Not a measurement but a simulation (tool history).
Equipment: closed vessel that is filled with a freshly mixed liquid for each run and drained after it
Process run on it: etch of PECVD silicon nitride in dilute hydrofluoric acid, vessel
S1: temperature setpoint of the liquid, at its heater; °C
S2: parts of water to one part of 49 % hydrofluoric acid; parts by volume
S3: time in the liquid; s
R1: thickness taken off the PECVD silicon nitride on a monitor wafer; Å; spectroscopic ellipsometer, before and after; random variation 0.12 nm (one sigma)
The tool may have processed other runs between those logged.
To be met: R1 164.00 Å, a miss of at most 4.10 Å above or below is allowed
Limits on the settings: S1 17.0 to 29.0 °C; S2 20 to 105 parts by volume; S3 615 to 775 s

{"run": 1, "day": 0.0, "S1": 21.0, "S2": 55, "S3": 775, "R1": 199.42}
{"run": 2, "day": 0.192, "S1": 20.0, "S2": 55, "S3": 775, "R1": 187.67}
{"run": 3, "day": 0.55, "S1": 19.5, "S2": 55, "S3": 775, "R1": 180.92}
{"run": 4, "day": 0.85, "S1": 19.0, "S2": 55, "S3": 775, "R1": 174.15}
{"run": 5, "day": 1.012, "S1": 18.5, "S2": 55, "S3": 775, "R1": 167.84}
{"run": 6, "day": 1.279, "S1": 18.5, "S2": 45, "S3": 775, "R1": 207.24}
{"run": 7, "day": 1.442, "S1": 18.0, "S2": 45, "S3": 775, "R1": 199.54}
{"run": 8, "day": 1.721, "S1": 17.5, "S2": 45, "S3": 775, "R1": 191.22}

Below are 4 possible settings for the next run. Only one of them brings all results inside the allowed miss of their targets. Which is it?
{"run": "A", "day": 2.0, "S1": 19.0, "S2": 50, "S3": 665, "R1": "?"}
{"run": "B", "day": 2.0, "S1": 18.5, "S2": 40, "S3": 620, "R1": "?"}
{"run": "C", "day": 2.0, "S1": 18.5, "S2": 50, "S3": 775, "R1": "?"}
{"run": "D", "day": 2.0, "S1": 17.0, "S2": 45, "S3": 740, "R1": "?"}

move=A R1=165.00
move=B R1=184.38
move=C R1=185.67
move=D R1=176.57
A: every result within its allowed miss
B: nearer the targets than the last run, but a result is still out of spec
C: nearer the targets than the last run, but a result is still out of spec
D: nearer the targets than the last run, but a result is still out of spec
Answer: A
